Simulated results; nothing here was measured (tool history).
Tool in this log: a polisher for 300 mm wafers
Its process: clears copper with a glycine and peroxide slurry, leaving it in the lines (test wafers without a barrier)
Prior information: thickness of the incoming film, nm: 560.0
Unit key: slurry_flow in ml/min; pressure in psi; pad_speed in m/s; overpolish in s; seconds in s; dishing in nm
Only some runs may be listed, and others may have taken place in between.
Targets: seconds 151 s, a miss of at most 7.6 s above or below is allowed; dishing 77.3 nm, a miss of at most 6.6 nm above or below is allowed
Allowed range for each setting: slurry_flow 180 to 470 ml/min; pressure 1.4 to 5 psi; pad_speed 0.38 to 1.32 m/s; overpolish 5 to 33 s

run,hour,slurry_flow,pressure,pad_speed,overpolish,seconds,dishing
1,0,300,3.2,0.84,17,119.38,62.887
2,0.9,300,3.1,0.84,18,121.03,67.274
3,4.5,300,3.1,0.64,18,153.41,53.715
4,11.1,300,3.1,0.64,13,152.4,39.824
5,15.1,345,3.1,0.64,13,147.25,39.925
6,20.7,345,3.8,0.64,13,127.11,46.412
7,29.1,340,3.7,0.64,15,130.61,50.509
8,38,335,3.6,0.64,17,136.04,56.278
# hour 44.7: slurry nozzle cleaned
9,44.7,335,3.6,0.64,18,131.52,59.894
10,49.1,330,3.5,0.64,19,132.59,64.785
11,55.3,320,3.4,0.64,20,135.9,64.438
12,60.6,315,3.3,0.64,21,136.7,67.473
13,66.8,310,3.2,0.64,22,142.75,67.646
14,73,305,3.2,0.64,23,141.92,70.889
15,80.9,300,3.2,0.64,24,141.16,69.057

Which of these 5 next moves meets every target?
A,88.8,300,3.1,0.72,25,?,?
B,88.8,300,2,1,25,?,?
C,88.8,285,3.4,0.58,27,?,?
D,88.8,360,2.8,0.78,27,?,?
E,88.8,280,4.4,0.54,16,?,?

move,seconds,dishing
A,135.9,76.922
B,141.36,72.099
C,151.51,75.792
D,134.77,81.674
E,133.67,54.454
A: its largest miss is bigger than the last run's
B: neither nearer nor further off than the last run
C: all results land within tolerance of their targets
D: its largest miss is bigger than the last run's
E: its largest miss is bigger than the last run's
The right move is C.
